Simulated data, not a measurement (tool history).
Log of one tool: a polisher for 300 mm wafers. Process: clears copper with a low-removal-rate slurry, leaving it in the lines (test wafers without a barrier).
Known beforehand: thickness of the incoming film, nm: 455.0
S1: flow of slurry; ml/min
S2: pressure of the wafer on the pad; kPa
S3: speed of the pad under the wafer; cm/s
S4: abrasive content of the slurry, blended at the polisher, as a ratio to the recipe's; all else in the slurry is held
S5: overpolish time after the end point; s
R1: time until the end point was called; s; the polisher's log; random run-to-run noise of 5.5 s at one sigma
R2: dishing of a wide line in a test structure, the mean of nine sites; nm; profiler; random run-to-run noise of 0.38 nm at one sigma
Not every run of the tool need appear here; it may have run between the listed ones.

run  hour   S1    S2   S3   S4  S5      R1      R2
  1   0.0  250  15.2  142  1.0  15  126.09  24.404
  2   1.5  250  13.8  136  1.0  15  140.91  23.113
  3   3.1  250  11.0  136  1.0  15  179.19  19.804
  4   5.6  250  11.0  136  1.0  21  170.85  23.536
  5   8.8  250  11.0  136  0.9  21  181.12  24.111
  6  15.0  250  13.8  136  0.9  21  144.31  26.041
  7  15.7  250  13.8  136  0.9  21  148.72  26.863
  8  22.8  250  13.8  136  0.9  21  146.82  25.544

Run 9 has not been measured yet. What should we expect?
  9  28.7  250  13.1  132  0.9  20   ?   ?

R1: 153.75 s
R2: 24.386 nm
